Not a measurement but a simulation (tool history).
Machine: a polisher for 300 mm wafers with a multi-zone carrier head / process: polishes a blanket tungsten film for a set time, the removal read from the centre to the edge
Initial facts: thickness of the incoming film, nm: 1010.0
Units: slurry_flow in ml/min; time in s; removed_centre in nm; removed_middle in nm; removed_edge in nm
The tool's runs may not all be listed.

run	hour	slurry_flow	centre_zone	middle_zone	edge_zone	slurry_solids	time	removed_centre	removed_middle	removed_edge
1	0	300	1	1	1	1	31	158.12	150.69	159.75
2	3.7	295	0.98	1.01	1	1	31	153.11	157.49	160.68
3	5.7	290	0.97	1.01	0.99	1	31	150.77	153.93	160.78
4	11.6	350	0.97	1.01	0.99	1	31	156.61	154.92	163.02
5	16.2	350	0.97	1.01	0.99	1	36	178.59	187.96	186.54
6	18.8	345	0.95	1.01	0.97	0.95	36	174.74	178.02	180.57
7	23.6	335	0.93	1.02	0.97	0.9	36	169.6	177.44	180.65

What does the tool deliver on the next run?
8	32.7	325	0.92	1.04	0.96	0.85	36	?	?	?

Logged for run 8: removed_centre 165.68 nm, removed_middle 177.43 nm, removed_edge 178.43 nm.
